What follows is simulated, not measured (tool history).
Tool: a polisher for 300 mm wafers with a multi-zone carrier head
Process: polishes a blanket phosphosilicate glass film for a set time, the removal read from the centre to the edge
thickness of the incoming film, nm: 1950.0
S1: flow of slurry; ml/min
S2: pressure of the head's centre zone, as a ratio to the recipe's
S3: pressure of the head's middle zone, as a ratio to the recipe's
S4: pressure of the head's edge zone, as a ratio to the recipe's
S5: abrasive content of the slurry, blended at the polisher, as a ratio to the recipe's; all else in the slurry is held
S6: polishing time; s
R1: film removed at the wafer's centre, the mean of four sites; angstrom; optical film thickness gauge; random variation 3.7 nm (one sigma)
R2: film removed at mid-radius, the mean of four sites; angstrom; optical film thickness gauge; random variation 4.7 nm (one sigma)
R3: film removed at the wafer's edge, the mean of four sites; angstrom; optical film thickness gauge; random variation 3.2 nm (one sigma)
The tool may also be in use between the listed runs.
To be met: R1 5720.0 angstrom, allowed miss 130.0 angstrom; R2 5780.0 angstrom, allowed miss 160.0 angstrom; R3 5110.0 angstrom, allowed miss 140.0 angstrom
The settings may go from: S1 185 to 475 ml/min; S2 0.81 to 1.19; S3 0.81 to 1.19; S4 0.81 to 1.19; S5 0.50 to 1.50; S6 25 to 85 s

Run 1, hour 0.0: S1 305 ml/min, S2 1.00, S3 1.00, S4 1.00, S5 1.00, S6 55 s. Result: R1 4255.8 angstrom, R2 4225.6 angstrom, R3 4285.2 angstrom.
Run 2, hour 4.8: S1 325 ml/min, S2 1.04, S3 1.06, S4 1.02, S5 1.10, S6 55 s. Result: R1 4494.7 angstrom, R2 4707.8 angstrom, R3 4509.6 angstrom.
Run 3, hour 8.9: S1 335 ml/min, S2 1.08, S3 1.08, S4 1.02, S5 1.20, S6 55 s. Result: R1 4866.7 angstrom, R2 4927.5 angstrom, R3 4678.4 angstrom.
Run 4, hour 10.3: S1 345 ml/min, S2 1.11, S3 1.11, S4 1.03, S5 1.25, S6 55 s. Result: R1 5007.0 angstrom, R2 5064.0 angstrom, R3 4697.7 angstrom.
Run 5, hour 16.9: S1 380 ml/min, S2 1.11, S3 1.11, S4 1.03, S5 1.25, S6 55 s. Result: R1 5015.4 angstrom, R2 5125.2 angstrom, R3 4781.7 angstrom.
Run 6, hour 17.9: S1 380 ml/min, S2 1.13, S3 1.13, S4 1.03, S5 1.30, S6 55 s. Result: R1 5214.9 angstrom, R2 5347.0 angstrom, R3 4832.1 angstrom.
Run 7, hour 21.1: S1 385 ml/min, S2 1.14, S3 1.14, S4 1.04, S5 1.35, S6 55 s. Result: R1 5299.5 angstrom, R2 5378.5 angstrom, R3 4907.7 angstrom.
Run 8, hour 27.2: S1 390 ml/min, S2 1.15, S3 1.15, S4 1.04, S5 1.40, S6 55 s. Result: R1 5343.0 angstrom, R2 5620.0 angstrom, R3 4992.6 angstrom.
Run 9, hour 30.5: S1 390 ml/min, S2 1.16, S3 1.15, S4 1.03, S5 1.40, S6 55 s. Result: R1 5445.8 angstrom, R2 5533.8 angstrom, R3 4978.9 angstrom.
Run 10, hour 35.7: S1 390 ml/min, S2 1.17, S3 1.16, S4 1.03, S5 1.40, S6 55 s. Result: R1 5444.8 angstrom, R2 5526.6 angstrom, R3 4976.9 angstrom.
Run 11, hour 41.5: S1 395 ml/min, S2 1.18, S3 1.16, S4 1.02, S5 1.45, S6 55 s. Result: R1 5566.8 angstrom, R2 5610.0 angstrom, R3 4998.5 angstrom.
Run 12, hour 45.8: S1 400 ml/min, S2 1.18, S3 1.16, S4 1.02, S5 1.45, S6 55 s. Result: R1 5633.7 angstrom, R2 5666.2 angstrom, R3 5053.0 angstrom.

Which of these 4 next moves meets every target?
Run A, hour 50.1: S1 380 ml/min, S2 1.19, S3 1.07, S4 1.01, S5 1.45, S6 57 s. Result: R1 ?, R2 ?, R3 ?.
Run B, hour 50.1: S1 410 ml/min, S2 1.19, S3 1.10, S4 1.01, S5 1.50, S6 56 s. Result: R1 ?, R2 ?, R3 ?.
Run C, hour 50.1: S1 470 ml/min, S2 1.18, S3 1.17, S4 1.01, S5 1.50, S6 55 s. Result: R1 ?, R2 ?, R3 ?.
Run D, hour 50.1: S1 390 ml/min, S2 1.19, S3 1.19, S4 0.94, S5 1.45, S6 55 s. Result: R1 ?, R2 ?, R3 ?.

move      R1      R2      R3
   A  5783.1  5416.7  5184.7
   B  5785.1  5539.5  5173.5
   C  5711.3  5781.4  5113.3
   D  5597.3  5722.4  4887.9
A: further off than the last run
B: further off than the last run
C: meets every target
D: brings the result that was furthest off to its target, and leaves another outside
Answer: C

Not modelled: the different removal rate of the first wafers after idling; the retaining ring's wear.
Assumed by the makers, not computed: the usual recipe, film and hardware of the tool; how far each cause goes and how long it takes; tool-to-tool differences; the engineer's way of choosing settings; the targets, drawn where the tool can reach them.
